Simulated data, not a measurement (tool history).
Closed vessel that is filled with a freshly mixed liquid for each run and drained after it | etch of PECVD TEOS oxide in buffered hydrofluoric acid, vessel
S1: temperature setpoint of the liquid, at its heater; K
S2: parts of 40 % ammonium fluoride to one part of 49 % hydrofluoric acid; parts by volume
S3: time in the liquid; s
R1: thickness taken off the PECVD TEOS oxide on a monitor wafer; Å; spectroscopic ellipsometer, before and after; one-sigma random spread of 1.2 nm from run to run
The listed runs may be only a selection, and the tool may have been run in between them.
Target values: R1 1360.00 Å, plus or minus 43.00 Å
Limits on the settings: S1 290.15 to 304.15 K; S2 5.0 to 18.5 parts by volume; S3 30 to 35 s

Run 1, day 0.000: S1 296.15 K, S2 11.5 parts by volume, S3 35 s. Result: R1 624.81 Å.
Run 2, day 0.108: S1 299.15 K, S2 11.5 parts by volume, S3 35 s. Result: R1 742.40 Å.
Run 3, day 0.250: S1 300.15 K, S2 10.5 parts by volume, S3 35 s. Result: R1 854.40 Å.
Run 4, day 0.471: S1 301.15 K, S2 10.0 parts by volume, S3 35 s. Result: R1 967.36 Å.
Run 5, day 0.554: S1 301.15 K, S2 10.0 parts by volume, S3 35 s. Result: R1 951.65 Å.
Run 6, day 0.900: S1 301.15 K, S2 13.0 parts by volume, S3 35 s. Result: R1 745.08 Å.
Run 7, day 1.138: S1 301.65 K, S2 12.0 parts by volume, S3 35 s. Result: R1 821.76 Å.
Run 8, day 1.246: S1 302.15 K, S2 11.0 parts by volume, S3 35 s. Result: R1 916.28 Å.
Run 9, day 1.425: S1 302.65 K, S2 10.0 parts by volume, S3 35 s. Result: R1 1034.50 Å.
Run 10, day 1.692: S1 303.15 K, S2 9.5 parts by volume, S3 35 s. Result: R1 1084.10 Å.
Run 11, day 1.792: S1 304.15 K, S2 6.5 parts by volume, S3 35 s. Result: R1 1643.90 Å.
Run 12, day 1.842: S1 303.65 K, S2 6.5 parts by volume, S3 35 s. Result: R1 1605.90 Å.

5 next moves are on the table. One of them brings every result within its allowed miss. Which?
Run A, day 1.892: S1 303.65 K, S2 5.0 parts by volume, S3 35 s. Result: R1 ?.
Run B, day 1.892: S1 301.15 K, S2 6.5 parts by volume, S3 30 s. Result: R1 ?.
Run C, day 1.892: S1 303.15 K, S2 5.0 parts by volume, S3 35 s. Result: R1 ?.
Run D, day 1.892: S1 304.15 K, S2 7.5 parts by volume, S3 30 s. Result: R1 ?.
Run E, day 1.892: S1 303.15 K, S2 6.5 parts by volume, S3 30 s. Result: R1 ?.

move       R1
   A  2024.40
   B  1217.30
   C  1972.20
   D  1240.60
   E  1352.60
A: misses by more than the last run did
B: carries the result that was furthest off beyond its target, to the other side
C: misses by more than the last run did
D: carries the result that was furthest off beyond its target, to the other side
E: meets every target
E is the move that brings every result within its allowed miss.
